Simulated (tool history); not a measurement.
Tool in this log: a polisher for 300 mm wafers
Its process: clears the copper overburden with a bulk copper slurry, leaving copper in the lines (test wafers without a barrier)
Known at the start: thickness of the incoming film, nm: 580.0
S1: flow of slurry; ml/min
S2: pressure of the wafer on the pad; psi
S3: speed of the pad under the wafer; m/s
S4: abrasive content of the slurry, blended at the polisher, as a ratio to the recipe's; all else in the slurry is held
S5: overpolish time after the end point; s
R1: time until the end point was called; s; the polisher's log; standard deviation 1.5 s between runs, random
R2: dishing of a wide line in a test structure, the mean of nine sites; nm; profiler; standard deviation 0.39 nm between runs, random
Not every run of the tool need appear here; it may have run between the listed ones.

run	hour	S1	S2	S3	S4	S5	R1	R2
1	0.0	215	2.2	0.88	1.00	22	80.594	86.038
2	2.4	215	2.0	0.90	1.00	19	83.918	76.010
3	10.3	215	2.0	0.98	1.00	19	77.771	80.240
4	18.1	215	2.0	0.98	1.00	24	78.400	91.696
5	21.2	225	1.8	0.94	1.05	21	86.659	78.734
6	28.1	225	1.8	0.94	1.25	21	83.285	82.925
7	29.8	210	1.7	0.94	1.10	18	88.999	70.598
8	32.4	195	1.6	0.94	1.00	16	93.971	61.017
9	40.8	195	1.6	0.94	1.00	16	93.339	61.355
10	44.7	205	1.0	0.92	1.00	7	117.800	25.493
11	48.4	195	1.0	0.92	1.00	7	121.750	24.759
12	51.5	190	1.0	0.90	1.05	8	122.240	27.925
13	58.6	190	1.0	0.90	1.05	8	124.430	27.520
14	62.9	180	1.0	0.90	1.05	8	123.420	27.579

Run 15 has not been measured yet. What should we expect?
15	63.5	175	1.0	0.90	1.05	8	?	?

R1: 127.530 s
R2: 27.330 nm
